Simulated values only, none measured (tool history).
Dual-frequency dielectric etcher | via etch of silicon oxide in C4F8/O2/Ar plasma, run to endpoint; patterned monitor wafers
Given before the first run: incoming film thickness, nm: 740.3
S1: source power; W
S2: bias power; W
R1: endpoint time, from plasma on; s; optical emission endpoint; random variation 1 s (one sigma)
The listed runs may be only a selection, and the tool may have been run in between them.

run  hour    S1    S2      R1
  1     0  2180  1441  169.01
  2   1.7  2180  1341  174.09
  3   3.4  2180  1591  166.47
  4   5.7  1950  1591  173.92
  5   8.8  1950  1793  168.83
  6  13.2  2140  1793  162.39
  7  17.8  2260  1817  158.06

What will run 8 give?
  8  20.7  2260  1817   ?

{"run 8": {"R1": 158.73}}
